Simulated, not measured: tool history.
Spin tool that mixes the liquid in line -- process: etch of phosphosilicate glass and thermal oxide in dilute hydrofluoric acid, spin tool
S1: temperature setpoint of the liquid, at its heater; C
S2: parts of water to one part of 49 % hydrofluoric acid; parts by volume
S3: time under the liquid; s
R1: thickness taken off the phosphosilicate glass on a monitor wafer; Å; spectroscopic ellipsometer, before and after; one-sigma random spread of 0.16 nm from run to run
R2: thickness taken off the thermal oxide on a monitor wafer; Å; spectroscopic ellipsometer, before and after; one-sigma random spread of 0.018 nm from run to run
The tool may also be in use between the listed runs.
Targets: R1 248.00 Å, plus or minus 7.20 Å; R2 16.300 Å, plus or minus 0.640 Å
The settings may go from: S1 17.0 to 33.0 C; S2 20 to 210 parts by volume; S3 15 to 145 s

run 1 hour=0.0 | S1=25.0 S2=115 S3=75 | R1=465.85 R2=31.134
run 2 hour=6.8 | S1=23.5 S2=120 S3=75 | R1=428.07 R2=27.830
run 3 hour=11.0 | S1=20.0 S2=120 S3=75 | R1=366.94 R2=23.653
run 4 hour=12.2 | S1=19.5 S2=125 S3=75 | R1=345.46 R2=22.504
run 5 hour=16.2 | S1=19.0 S2=130 S3=75 | R1=322.30 R2=21.083
run 6 hour=22.1 | S1=18.5 S2=135 S3=75 | R1=302.32 R2=20.090
run 7 hour=23.0 | S1=18.0 S2=140 S3=75 | R1=285.22 R2=18.314
run 8 hour=28.0 | S1=17.5 S2=145 S3=75 | R1=263.80 R2=17.496
run 9 hour=29.4 | S1=17.0 S2=145 S3=75 | R1=259.84 R2=17.210
run 10 hour=38.2 | S1=17.0 S2=145 S3=75 | R1=261.74 R2=17.549

Which single option among these 5 for the next run brings every result within its allowed miss of target? Just one does.
run A hour=47.0 | S1=18.0 S2=210 S3=105 | R1=? R2=?
run B hour=47.0 | S1=17.0 S2=125 S3=65 | R1=? R2=?
run C hour=47.0 | S1=17.0 S2=90 S3=45 | R1=? R2=?
run D hour=47.0 | S1=19.5 S2=190 S3=105 | R1=? R2=?
run E hour=47.0 | S1=17.5 S2=145 S3=80 | R1=? R2=?

move=A R1=249.18 R2=16.115
move=B R1=270.09 R2=17.468
move=C R1=269.22 R2=17.412
move=D R1=297.69 R2=19.253
move=E R1=286.78 R2=18.547
A: every result lands within tolerance
B: lands further from the targets than the last run did
C: lands further from the targets than the last run did
D: lands further from the targets than the last run did
E: lands further from the targets than the last run did
Correct choice: A, which meets every target

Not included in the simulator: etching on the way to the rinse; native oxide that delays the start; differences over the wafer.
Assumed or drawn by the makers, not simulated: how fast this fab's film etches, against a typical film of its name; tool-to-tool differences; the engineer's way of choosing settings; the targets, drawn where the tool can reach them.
